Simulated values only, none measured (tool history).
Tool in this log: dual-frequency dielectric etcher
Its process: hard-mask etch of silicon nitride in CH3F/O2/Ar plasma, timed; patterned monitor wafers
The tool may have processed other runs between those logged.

run,hour,source power (kW),bias power (kW),etch time (s),mean etch depth across the wafer (nm)
1,0.0,0.350,0.089,150.5,112.85
2,1.9,0.380,0.093,150.5,119.36
3,2.7,0.400,0.095,150.5,124.01
4,3.6,0.400,0.095,150.5,124.47
5,7.0,0.360,0.095,150.5,117.48
6,9.4,0.390,0.096,150.5,123.22
7,12.6,0.410,0.097,150.5,127.32

What will run 8 give?
8,14.9,0.420,0.098,150.5,?

mean etch depth across the wafer (nm): 128.80
